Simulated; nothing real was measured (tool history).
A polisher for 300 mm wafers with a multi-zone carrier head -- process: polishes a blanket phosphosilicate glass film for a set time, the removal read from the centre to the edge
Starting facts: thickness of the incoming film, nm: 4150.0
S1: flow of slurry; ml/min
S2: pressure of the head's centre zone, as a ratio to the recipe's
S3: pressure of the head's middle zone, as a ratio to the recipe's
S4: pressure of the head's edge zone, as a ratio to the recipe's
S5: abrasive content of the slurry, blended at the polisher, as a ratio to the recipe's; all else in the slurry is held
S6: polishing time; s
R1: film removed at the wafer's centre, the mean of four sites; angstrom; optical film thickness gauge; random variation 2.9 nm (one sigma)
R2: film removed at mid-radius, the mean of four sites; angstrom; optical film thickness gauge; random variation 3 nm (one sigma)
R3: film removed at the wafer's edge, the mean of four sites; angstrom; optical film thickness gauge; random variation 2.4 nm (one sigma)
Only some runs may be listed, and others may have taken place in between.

run 1 hour=0 | S1=165 S2=1 S3=1 S4=1 S5=1 S6=43 | R1=2834.7 R2=2458.2 R3=2455.3
run 2 hour=4.8 | S1=175 S2=0.96 S3=1.04 S4=1.02 S5=1 S6=43 | R1=2709.5 R2=2510.2 R3=2497.2
run 3 hour=12.3 | S1=175 S2=0.96 S3=1.04 S4=1.02 S5=1 S6=38 | R1=2423.1 R2=2310.2 R3=2221.5
run 4 hour=13.9 | S1=175 S2=0.96 S3=1.04 S4=1.02 S5=1 S6=28 | R1=1723.8 R2=1669.2 R3=1637.4
run 5 hour=16.1 | S1=175 S2=0.96 S3=1.1 S4=1.02 S5=1 S6=28 | R1=1748.7 R2=1756.8 R3=1634.4
run 6 hour=20.3 | S1=190 S2=0.94 S3=1.13 S4=1.04 S5=1.15 S6=30 | R1=2022.4 R2=2099.3 R3=1898.4
run 7 hour=26.7 | S1=230 S2=0.84 S3=1.19 S4=1.14 S5=1.4 S6=32 | R1=2160.2 R2=2582.2 R3=2344.9
-- hour=33.6 centre zone pressure recalibrated
run 8 hour=33.6 | S1=235 S2=0.85 S3=1.19 S4=1.13 S5=1.45 S6=33 | R1=2046.5 R2=2711.5 R3=2489.5
run 9 hour=36.5 | S1=215 S2=0.86 S3=1.19 S4=1.12 S5=1.4 S6=36 | R1=2239.8 R2=2907.2 R3=2595.5
run 10 hour=43.4 | S1=215 S2=0.91 S3=1.19 S4=1.12 S5=1.4 S6=36 | R1=2336.7 R2=2872.5 R3=2629.9

What does the tool deliver on the next run?
run 11 hour=46.5 | S1=245 S2=0.97 S3=1.19 S4=1.03 S5=1.4 S6=36 | R1=? R2=? R3=?

{"run 11": {"R1": 2561.1, "R2": 2929.6, "R3": 2511}}
